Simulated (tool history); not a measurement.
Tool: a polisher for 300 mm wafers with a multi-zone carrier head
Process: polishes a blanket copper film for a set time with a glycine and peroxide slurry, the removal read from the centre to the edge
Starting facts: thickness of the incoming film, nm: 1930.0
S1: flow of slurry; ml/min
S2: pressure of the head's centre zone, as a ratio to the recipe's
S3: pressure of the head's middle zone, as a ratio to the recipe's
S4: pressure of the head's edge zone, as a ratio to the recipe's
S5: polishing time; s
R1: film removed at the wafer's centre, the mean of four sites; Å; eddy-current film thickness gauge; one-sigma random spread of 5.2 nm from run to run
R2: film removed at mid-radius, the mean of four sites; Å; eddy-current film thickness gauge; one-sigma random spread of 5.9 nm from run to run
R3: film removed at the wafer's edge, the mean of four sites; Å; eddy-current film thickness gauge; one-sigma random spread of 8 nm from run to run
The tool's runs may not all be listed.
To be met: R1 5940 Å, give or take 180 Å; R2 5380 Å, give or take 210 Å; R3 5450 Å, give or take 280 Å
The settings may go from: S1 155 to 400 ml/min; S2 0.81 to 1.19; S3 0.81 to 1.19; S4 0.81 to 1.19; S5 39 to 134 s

run 1 hour=0 | S1=255 S2=1 S3=1 S4=1 S5=86 | R1=4603.2 R2=4689.7 R3=4480.5
run 2 hour=6.4 | S1=255 S2=1 S3=1 S4=1 S5=95 | R1=5070.2 R2=5119.9 R3=5093.1
run 3 hour=12.8 | S1=255 S2=1 S3=1 S4=1 S5=78 | R1=4179.2 R2=4220.3 R3=4156.1
run 4 hour=15.4 | S1=260 S2=1.02 S3=1.01 S4=1.02 S5=81 | R1=4474 R2=4431.6 R3=4362.7
run 5 hour=19.5 | S1=260 S2=1.02 S3=1.06 S4=1.02 S5=81 | R1=4427 R2=4697.7 R3=4290.2
run 6 hour=24.5 | S1=265 S2=1.04 S3=1.06 S4=1.04 S5=83 | R1=4608.3 R2=4748.3 R3=4493.8
run 7 hour=28 | S1=270 S2=1.06 S3=1.07 S4=1.06 S5=85 | R1=4855.5 R2=4879.1 R3=4624.5
run 8 hour=36.3 | S1=275 S2=1.07 S3=1.07 S4=1.08 S5=87 | R1=5019.3 R2=5058.6 R3=4818.9
run 9 hour=40.2 | S1=280 S2=1.09 S3=1.07 S4=1.1 S5=88 | R1=5200.9 R2=5022.5 R3=4799.5
run 10 hour=43.7 | S1=280 S2=1.09 S3=1.07 S4=1.11 S5=90 | R1=5240.6 R2=5300.4 R3=5030.1
run 11 hour=49.9 | S1=285 S2=1.1 S3=1.06 S4=1.12 S5=91 | R1=5405.2 R2=5216.5 R3=4993.1
run 12 hour=51.8 | S1=280 S2=1.1 S3=1.05 S4=1.13 S5=92 | R1=5436.5 R2=5263.3 R3=5187.3
run 13 hour=55.8 | S1=285 S2=1.11 S3=1.05 S4=1.14 S5=92 | R1=5554 R2=5337 R3=5280.3
run 14 hour=64.8 | S1=290 S2=1.12 S3=1.05 S4=1.14 S5=92 | R1=5540.2 R2=5277.2 R3=5170.7
run 15 hour=69.4 | S1=290 S2=1.13 S3=1.05 S4=1.15 S5=93 | R1=5730 R2=5353.9 R3=5263.9
run 16 hour=70.1 | S1=290 S2=1.13 S3=1.05 S4=1.16 S5=93 | R1=5692.3 R2=5318 R3=5220.1
run 17 hour=76.8 | S1=290 S2=1.13 S3=1.05 S4=1.16 S5=94 | R1=5742.9 R2=5387.2 R3=5396.6

Below are 4 possible settings for the next run. Only one of them brings all results inside the allowed miss of their targets. Which is it?
run A hour=83.5 | S1=270 S2=0.98 S3=0.92 S4=1.19 S5=105 | R1=? R2=? R3=?
run B hour=83.5 | S1=305 S2=1.15 S3=1.06 S4=1.18 S5=89 | R1=? R2=? R3=?
run C hour=83.5 | S1=315 S2=1.17 S3=1.05 S4=1.19 S5=94 | R1=? R2=? R3=?
run D hour=83.5 | S1=330 S2=1.1 S3=1.19 S4=1.02 S5=91 | R1=? R2=? R3=?

move=A R1=5498.7 R2=5335.8 R3=6086.9
move=B R1=5540.5 R2=5141.2 R3=5165.4
move=C R1=5970.1 R2=5399.1 R3=5490.4
move=D R1=5457.9 R2=5843.5 R3=4926.4
A: lands further from the targets than the last run did
B: lands further from the targets than the last run did
C: hits every target within its allowed miss
D: lands further from the targets than the last run did
Move C is the one to make.
